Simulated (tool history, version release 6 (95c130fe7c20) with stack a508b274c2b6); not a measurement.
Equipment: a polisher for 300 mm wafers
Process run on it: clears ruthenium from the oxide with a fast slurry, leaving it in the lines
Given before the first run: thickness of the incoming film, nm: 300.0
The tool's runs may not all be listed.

run  hour  flow of slurry (ml/min)  pressure of the wafer on the pad (psi)  speed of the pad under the wafer (m/s)  abrasive content of the slurry  overpolish time after the end point (s)  time until the end point was called (s)  dishing of a wide line in a test structure (Å)
  1     0                      135                                     3.4                                    1.18                               1                                       11                                   38.031                                          656.93
  2   8.4                      110                                     3.4                                    1.18                               1                                       11                                   40.745                                          632.71
  3  10.8                      110                                     3.8                                    1.18                               1                                       11                                   36.679                                          689.91
  4  14.6                      125                                     3.8                                    1.18                               1                                       11                                   35.882                                          715.01
  5  22.3                      115                                     3.1                                    1.16                               1                                       13                                   44.102                                          678.48
  6  30.4                      110                                     2.7                                    1.16                               1                                       15                                   51.976                                          677.78
  7  33.4                      105                                     2.5                                    1.16                               1                                       16                                   57.257                                          659.98
  8  41.7                      100                                     2.4                                    1.16                               1                                       17                                   60.215                                          669.65
  9  50.6                       85                                       2                                    1.16                               1                                       19                                   74.544                                          597.26
 10  56.6                       90                                       2                                    1.16                               1                                       19                                   73.493                                          603.97
 11  57.7                       95                                       2                                    1.16                               1                                       19                                   72.087                                          622.71

Estimate the outcome of run 12 from the log above:
 12  62.5                      100                                       2                                    1.16                               1                                       19                                        ?                                               ?

time until the end point was called (s): 71.002
dishing of a wide line in a test structure (Å): 637.49

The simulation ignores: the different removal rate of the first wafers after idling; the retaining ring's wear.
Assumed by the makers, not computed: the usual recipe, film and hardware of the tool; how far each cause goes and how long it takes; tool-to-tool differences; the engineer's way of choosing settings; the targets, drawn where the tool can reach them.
